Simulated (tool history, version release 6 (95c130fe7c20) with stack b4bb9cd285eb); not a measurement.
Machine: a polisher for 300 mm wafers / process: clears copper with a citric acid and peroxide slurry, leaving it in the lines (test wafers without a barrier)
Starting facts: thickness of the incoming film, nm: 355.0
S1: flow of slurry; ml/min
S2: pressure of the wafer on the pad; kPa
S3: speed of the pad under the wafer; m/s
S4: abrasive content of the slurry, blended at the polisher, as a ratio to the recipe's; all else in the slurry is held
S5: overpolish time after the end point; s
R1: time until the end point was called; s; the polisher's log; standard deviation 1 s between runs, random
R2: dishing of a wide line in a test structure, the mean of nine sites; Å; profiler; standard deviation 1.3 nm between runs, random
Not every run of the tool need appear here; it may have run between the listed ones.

run 1 day=0 | S1=270 S2=24.8 S3=1.06 S4=1 S5=16 | R1=130.33 R2=306.06
run 2 day=0.304 | S1=270 S2=26.2 S3=1.06 S4=1 S5=16 | R1=129.09 R2=329.26
run 3 day=0.546 | S1=270 S2=26.2 S3=1.06 S4=1.15 S5=16 | R1=122.83 R2=337.28
run 4 day=0.792 | S1=270 S2=27.6 S3=1.06 S4=1.15 S5=16 | R1=117.82 R2=354.1
run 5 day=0.892 | S1=270 S2=29 S3=1.06 S4=1.15 S5=16 | R1=113.17 R2=355.3
run 6 day=1.138 | S1=270 S2=29 S3=1.06 S4=0.95 S5=16 | R1=115.03 R2=352.1

What will run 7 give?
run 7 day=1.262 | S1=270 S2=30.3 S3=1.06 S4=0.95 S5=16 | R1=? R2=?

R1: 110.47 s
R2: 373.62 Å

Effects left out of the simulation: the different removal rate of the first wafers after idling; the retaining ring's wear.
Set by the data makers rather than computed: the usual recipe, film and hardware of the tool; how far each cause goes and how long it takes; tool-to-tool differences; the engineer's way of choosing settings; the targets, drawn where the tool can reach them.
